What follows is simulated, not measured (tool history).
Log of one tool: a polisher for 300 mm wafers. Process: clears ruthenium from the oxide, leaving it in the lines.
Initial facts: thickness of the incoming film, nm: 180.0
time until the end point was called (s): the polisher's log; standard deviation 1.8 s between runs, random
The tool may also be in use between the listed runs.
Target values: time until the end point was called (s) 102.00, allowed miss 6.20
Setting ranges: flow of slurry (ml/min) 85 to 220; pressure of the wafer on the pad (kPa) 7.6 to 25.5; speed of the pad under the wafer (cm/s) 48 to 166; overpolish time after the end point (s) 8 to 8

| run | hour | flow of slurry (ml/min) | pressure of the wafer on the pad (kPa) | speed of the pad under the wafer (cm/s) | overpolish time after the end point (s) | time until the end point was called (s) |
|---|---|---|---|---|---|---|
| 1 | 0.0 | 140 | 16.5 | 106 | 8 | 149.19 |
| 2 | 3.2 | 140 | 16.5 | 106 | 8 | 155.97 |
| 3 | 10.1 | 140 | 16.5 | 106 | 8 | 148.79 |
| 4 | 17.4 | 140 | 17.9 | 108 | 8 | 135.68 |
| 5 | 21.3 | 140 | 19.3 | 108 | 8 | 129.22 |
| 6 | 26.3 | 140 | 19.3 | 108 | 8 | 129.89 |
| 7 | 32.9 | 140 | 20.7 | 110 | 8 | 122.61 |
| 8 | 38.9 | 140 | 21.4 | 112 | 8 | 111.88 |

Pick the move, out of 4, that brings all results within their allowed miss; only one does.
| A | 44.9 | 180 | 19.3 | 128 | 8 | ? |
| B | 44.9 | 170 | 19.3 | 106 | 8 | ? |
| C | 44.9 | 140 | 20.7 | 114 | 8 | ? |
| D | 44.9 | 125 | 17.9 | 122 | 8 | ? |

| move | time until the end point was called (s) |
|---|---|
| A | 102.81 |
| B | 124.36 |
| C | 112.39 |
| D | 124.08 |
A: hits every target within its allowed miss
B: misses by more than the last run did
C: misses by more than the last run did
D: misses by more than the last run did
So the answer is move A, the one that meets all the targets.
